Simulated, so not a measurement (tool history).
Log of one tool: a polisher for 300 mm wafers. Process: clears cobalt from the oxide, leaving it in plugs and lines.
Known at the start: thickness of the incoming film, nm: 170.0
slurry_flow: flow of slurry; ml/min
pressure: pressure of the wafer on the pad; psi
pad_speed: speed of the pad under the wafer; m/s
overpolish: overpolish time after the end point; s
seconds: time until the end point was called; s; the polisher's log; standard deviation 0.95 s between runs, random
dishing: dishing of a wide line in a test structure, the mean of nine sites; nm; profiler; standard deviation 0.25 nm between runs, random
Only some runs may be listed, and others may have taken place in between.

run,day,slurry_flow,pressure,pad_speed,overpolish,seconds,dishing
1,0,275,2.3,0.78,12,43.681,33.468
2,0.246,275,2.2,0.78,11,46.768,30.493
3,0.471,275,2.2,0.78,10,46.409,28.856
4,0.658,275,2.2,0.78,9,46.246,26.565
5,0.833,215,2.2,0.78,9,47.342,26.331
6,1.129,215,2.2,0.78,8,47.313,24.309
7,1.221,215,2.1,0.78,7,51.044,21.364

Run 8 has not been measured yet. What should we expect?
8,1.446,215,2.1,0.78,6,?,?

seconds: 48.392 s
dishing: 18.151 nm

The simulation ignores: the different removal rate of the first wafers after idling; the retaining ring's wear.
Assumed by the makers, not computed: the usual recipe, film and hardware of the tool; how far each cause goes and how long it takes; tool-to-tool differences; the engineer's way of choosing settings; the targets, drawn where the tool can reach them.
